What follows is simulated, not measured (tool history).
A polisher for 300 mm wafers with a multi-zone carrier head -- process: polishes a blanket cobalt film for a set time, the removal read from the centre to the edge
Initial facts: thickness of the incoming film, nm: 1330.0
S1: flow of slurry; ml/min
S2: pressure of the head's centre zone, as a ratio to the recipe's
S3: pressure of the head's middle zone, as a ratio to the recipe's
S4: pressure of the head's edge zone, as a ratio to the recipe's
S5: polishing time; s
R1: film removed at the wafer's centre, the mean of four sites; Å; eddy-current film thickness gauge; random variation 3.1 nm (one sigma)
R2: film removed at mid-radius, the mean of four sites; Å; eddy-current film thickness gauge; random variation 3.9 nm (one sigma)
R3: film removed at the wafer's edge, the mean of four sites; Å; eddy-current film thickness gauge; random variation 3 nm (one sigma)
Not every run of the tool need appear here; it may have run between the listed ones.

{"run": 1, "hour": 0.0, "S1": 165, "S2": 1, "S3": 1, "S4": 1, "S5": 63, "R1": 2484.6, "R2": 2411.4, "R3": 2388.8}
{"run": 2, "hour": 7.9, "S1": 165, "S2": 1, "S3": 1, "S4": 1, "S5": 74, "R1": 2843.7, "R2": 2887.9, "R3": 2801.2}
{"run": 3, "hour": 14.0, "S1": 165, "S2": 1, "S3": 1.03, "S4": 1, "S5": 74, "R1": 2888.4, "R2": 2849.5, "R3": 2779}
{"run": 4, "hour": 15.4, "S1": 135, "S2": 1, "S3": 1.03, "S4": 1, "S5": 74, "R1": 2748.3, "R2": 2764.3, "R3": 2682.7}
{"run": 5, "hour": 16.1, "S1": 150, "S2": 1.04, "S3": 1.02, "S4": 1, "S5": 73, "R1": 2823.7, "R2": 2849.4, "R3": 2762.4}
{"run": 6, "hour": 19.8, "S1": 150, "S2": 1.04, "S3": 1.02, "S4": 0.95, "S5": 73, "R1": 2902.7, "R2": 2881, "R3": 2692.6}
{"run": 7, "hour": 26.8, "S1": 170, "S2": 1.07, "S3": 0.97, "S4": 0.93, "S5": 71, "R1": 2944.4, "R2": 2673.5, "R3": 2603.3}
{"run": 8, "hour": 30.7, "S1": 180, "S2": 1.09, "S3": 0.96, "S4": 0.92, "S5": 71, "R1": 3062.2, "R2": 2625.4, "R3": 2621}
{"run": 9, "hour": 39.5, "S1": 190, "S2": 1.1, "S3": 0.97, "S4": 0.92, "S5": 71, "R1": 3028.8, "R2": 2712.9, "R3": 2639.5}
{"run": 10, "hour": 46.7, "S1": 195, "S2": 1.12, "S3": 0.96, "S4": 0.91, "S5": 71, "R1": 3205.7, "R2": 2710.3, "R3": 2569.2}
{"run": 11, "hour": 49.7, "S1": 200, "S2": 1.12, "S3": 0.95, "S4": 0.92, "S5": 71, "R1": 3140.1, "R2": 2750.2, "R3": 2613.9}

Run 12, settings as shown, results not yet in. Your forecast:
{"run": 12, "hour": 53.7, "S1": 200, "S2": 1.13, "S3": 0.94, "S4": 0.92, "S5": 72, "R1": "?", "R2": "?", "R3": "?"}

R1: 3262.2 Å
R2: 2750.2 Å
R3: 2710 Å
